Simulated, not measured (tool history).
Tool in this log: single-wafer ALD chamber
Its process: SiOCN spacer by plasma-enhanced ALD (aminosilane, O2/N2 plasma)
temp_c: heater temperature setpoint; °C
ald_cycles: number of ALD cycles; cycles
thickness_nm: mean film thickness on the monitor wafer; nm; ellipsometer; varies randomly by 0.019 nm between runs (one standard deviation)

run,day,temp_c,ald_cycles,thickness_nm
1,0.000,385,108,6.1922
2,0.267,385,121,6.9373
3,0.438,385,128,7.3739
4,0.821,385,136,7.8110
5,0.850,394,136,7.8187
6,1.038,394,143,8.2171

For run 7, what comes out?
7,1.375,394,141,?

{"run 7": {"thickness_nm": 8.0978}}

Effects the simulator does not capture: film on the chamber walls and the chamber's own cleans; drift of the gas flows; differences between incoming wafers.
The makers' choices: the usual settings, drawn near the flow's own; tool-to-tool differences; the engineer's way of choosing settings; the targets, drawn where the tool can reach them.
